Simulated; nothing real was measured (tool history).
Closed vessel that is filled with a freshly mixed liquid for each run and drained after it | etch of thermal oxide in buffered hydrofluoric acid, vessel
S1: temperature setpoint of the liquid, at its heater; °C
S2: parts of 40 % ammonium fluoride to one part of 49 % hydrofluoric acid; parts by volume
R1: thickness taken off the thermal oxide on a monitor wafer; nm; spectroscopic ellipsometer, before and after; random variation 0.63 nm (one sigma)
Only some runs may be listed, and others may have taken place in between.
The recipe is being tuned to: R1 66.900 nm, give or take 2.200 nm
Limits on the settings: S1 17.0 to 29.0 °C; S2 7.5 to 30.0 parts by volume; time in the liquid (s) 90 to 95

Run 1, hour 0.0: S1 21.0 °C, S2 20.5 parts by volume, time in the liquid (s) 90. Result: R1 53.259 nm.
Run 2, hour 7.8: S1 21.0 °C, S2 23.5 parts by volume, time in the liquid (s) 90. Result: R1 48.010 nm.
Run 3, hour 15.2: S1 18.0 °C, S2 23.5 parts by volume, time in the liquid (s) 90. Result: R1 41.358 nm.
Run 4, hour 17.4: S1 20.0 °C, S2 23.5 parts by volume, time in the liquid (s) 90. Result: R1 46.125 nm.
At hour 18.7: thermometer replaced.
Run 5, hour 18.7: S1 21.5 °C, S2 23.5 parts by volume, time in the liquid (s) 90. Result: R1 44.746 nm.
Run 6, hour 21.7: S1 22.0 °C, S2 22.0 parts by volume, time in the liquid (s) 90. Result: R1 48.472 nm.
Run 7, hour 30.2: S1 26.0 °C, S2 21.5 parts by volume, time in the liquid (s) 90. Result: R1 60.987 nm.
Run 8, hour 38.8: S1 26.5 °C, S2 21.5 parts by volume, time in the liquid (s) 90. Result: R1 63.347 nm.
Run 9, hour 39.8: S1 27.0 °C, S2 21.5 parts by volume, time in the liquid (s) 90. Result: R1 64.315 nm.
Run 10, hour 43.5: S1 27.0 °C, S2 21.5 parts by volume, time in the liquid (s) 90. Result: R1 63.894 nm.

Consider the 4 candidate settings below. Which is the only one whose results all fall within their allowed miss of target?
Run A, hour 47.2: S1 29.0 °C, S2 23.5 parts by volume, time in the liquid (s) 95. Result: R1 ?.
Run B, hour 47.2: S1 28.0 °C, S2 23.5 parts by volume, time in the liquid (s) 95. Result: R1 ?.
Run C, hour 47.2: S1 25.0 °C, S2 21.0 parts by volume, time in the liquid (s) 90. Result: R1 ?.
Run D, hour 47.2: S1 27.0 °C, S2 20.0 parts by volume, time in the liquid (s) 95. Result: R1 ?.

move      R1
   A  71.001
   B  67.310
   C  58.588
   D  71.253
A: the result that was furthest off in the last run now lies on the other side of its target
B: in spec on every target
C: the biggest miss grows against the last run
D: the result that was furthest off in the last run now lies on the other side of its target
So the answer is move B, the one that meets all the targets.

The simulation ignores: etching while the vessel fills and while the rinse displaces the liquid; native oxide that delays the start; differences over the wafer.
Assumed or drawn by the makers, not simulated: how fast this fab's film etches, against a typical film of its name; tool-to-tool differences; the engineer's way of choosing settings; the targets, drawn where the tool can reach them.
